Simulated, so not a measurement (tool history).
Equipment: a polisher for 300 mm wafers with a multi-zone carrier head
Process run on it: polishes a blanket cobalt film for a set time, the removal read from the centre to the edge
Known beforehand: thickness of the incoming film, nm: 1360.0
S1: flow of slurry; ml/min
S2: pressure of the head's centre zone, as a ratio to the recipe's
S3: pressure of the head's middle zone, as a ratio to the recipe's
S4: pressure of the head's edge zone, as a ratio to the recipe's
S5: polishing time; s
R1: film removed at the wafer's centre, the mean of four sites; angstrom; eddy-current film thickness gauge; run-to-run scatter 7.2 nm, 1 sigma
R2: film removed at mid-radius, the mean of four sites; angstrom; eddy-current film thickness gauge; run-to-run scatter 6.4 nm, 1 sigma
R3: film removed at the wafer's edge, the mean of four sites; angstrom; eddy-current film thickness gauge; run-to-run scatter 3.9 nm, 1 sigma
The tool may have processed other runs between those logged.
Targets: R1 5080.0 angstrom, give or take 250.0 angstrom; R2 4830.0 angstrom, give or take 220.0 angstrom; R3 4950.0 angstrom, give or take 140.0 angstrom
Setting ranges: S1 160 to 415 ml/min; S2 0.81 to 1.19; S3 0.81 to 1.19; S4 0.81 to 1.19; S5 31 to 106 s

run,hour,S1,S2,S3,S4,S5,R1,R2,R3
1,0.0,265,1.00,1.00,1.00,68,3677.0,3734.0,3707.9
2,7.8,265,1.00,1.00,1.00,53,2913.0,3018.9,2896.9
3,16.8,265,1.00,1.00,1.00,70,3782.9,3915.1,3816.1
4,17.8,270,1.01,1.00,1.02,72,3807.5,4042.4,3992.4
5,20.1,270,1.06,1.00,1.02,72,4126.9,4042.5,3915.0
6,27.2,270,1.06,1.00,1.02,55,3255.7,3104.7,2993.1
7,32.9,295,1.11,1.01,1.12,74,4450.8,4213.4,4247.9
8,33.9,300,1.11,1.01,1.13,75,4473.7,4337.4,4397.0
9,42.7,305,1.12,1.01,1.14,76,4758.0,4398.3,4355.4
10,49.8,305,1.12,1.01,1.15,77,4728.2,4343.8,4485.1
11,55.4,305,1.12,1.01,1.15,77,4875.2,4531.9,4540.5
12,64.1,305,1.12,1.01,1.15,77,4601.3,4516.8,4545.7
13,65.2,305,1.13,1.01,1.16,78,4819.1,4474.2,4581.1
14,70.4,310,1.13,1.01,1.16,78,4806.8,4468.7,4571.7
15,76.7,310,1.13,1.01,1.16,79,4904.9,4542.3,4633.7
16,84.8,310,1.13,1.01,1.16,80,5046.2,4502.2,4619.5
17,85.7,310,1.13,1.01,1.16,81,4933.9,4637.8,4739.1

Exactly one of the 5 candidate moves below puts every result within its allowed miss. Which one?
A,86.6,325,1.14,0.89,1.19,82,?,?,?
B,86.6,335,1.00,1.10,1.19,81,?,?,?
C,86.6,315,1.16,1.11,1.10,79,?,?,?
D,86.6,330,1.11,1.01,1.16,83,?,?,?
E,86.6,355,1.08,0.85,1.19,82,?,?,?

move,R1,R2,R3
A,5199.0,4188.8,4860.5
B,4555.5,4963.8,4798.2
C,5083.4,4847.2,4473.1
D,5142.9,4721.0,4852.2
E,4980.6,4066.4,4893.1
A: the worst result of the last run now meets its target, but another is out of spec
B: lands further from the targets than the last run did
C: lands further from the targets than the last run did
D: every result lands within tolerance
E: the worst result of the last run now meets its target, but another is out of spec
Correct choice: D, which meets every target
